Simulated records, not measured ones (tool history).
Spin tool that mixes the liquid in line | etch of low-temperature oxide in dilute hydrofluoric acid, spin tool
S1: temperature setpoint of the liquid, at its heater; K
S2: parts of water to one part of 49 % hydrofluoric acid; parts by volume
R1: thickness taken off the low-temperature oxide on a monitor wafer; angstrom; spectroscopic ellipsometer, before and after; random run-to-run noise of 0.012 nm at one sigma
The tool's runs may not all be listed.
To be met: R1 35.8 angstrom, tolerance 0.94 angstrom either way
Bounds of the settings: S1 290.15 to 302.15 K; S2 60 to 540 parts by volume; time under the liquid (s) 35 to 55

run 1 hour=0 | S1=294.15 S2=300 time_under_the_liquid_(s)=55 | R1=42.371
run 2 hour=5.2 | S1=296.65 S2=300 time_under_the_liquid_(s)=55 | R1=46.226
run 3 hour=12.4 | S1=296.65 S2=405 time_under_the_liquid_(s)=55 | R1=30.993
run 4 hour=15.9 | S1=297.65 S2=405 time_under_the_liquid_(s)=55 | R1=31.929
run 5 hour=16.6 | S1=297.65 S2=405 time_under_the_liquid_(s)=55 | R1=32.084
run 6 hour=18.8 | S1=297.65 S2=405 time_under_the_liquid_(s)=55 | R1=31.909
run 7 hour=21.5 | S1=298.65 S2=405 time_under_the_liquid_(s)=55 | R1=33.067
run 8 hour=28.8 | S1=299.15 S2=405 time_under_the_liquid_(s)=55 | R1=33.518
-- hour=36.8 thermometer replaced
run 9 hour=36.8 | S1=299.65 S2=405 time_under_the_liquid_(s)=55 | R1=32.292
run 10 hour=42.4 | S1=300.15 S2=395 time_under_the_liquid_(s)=55 | R1=33.856
run 11 hour=49.9 | S1=300.15 S2=395 time_under_the_liquid_(s)=55 | R1=33.888

Pick the move, out of 5, that brings all results within their allowed miss; only one does.
run A hour=57.4 | S1=302.15 S2=380 time_under_the_liquid_(s)=55 | R1=?
run B hour=57.4 | S1=296.15 S2=360 time_under_the_liquid_(s)=55 | R1=?
run C hour=57.4 | S1=299.65 S2=365 time_under_the_liquid_(s)=55 | R1=?
run D hour=57.4 | S1=297.65 S2=360 time_under_the_liquid_(s)=55 | R1=?
run E hour=57.4 | S1=299.65 S2=355 time_under_the_liquid_(s)=55 | R1=?

move=A R1=38.103
move=B R1=33.73
move=C R1=37.191
move=D R1=35.478
move=E R1=38.612
A: takes the biggest miss from the last run beyond its target
B: lands further from the targets than the last run did
C: takes the biggest miss from the last run beyond its target
D: all results in spec
E: takes the biggest miss from the last run beyond its target
So the answer is move D, the one that meets all the targets.
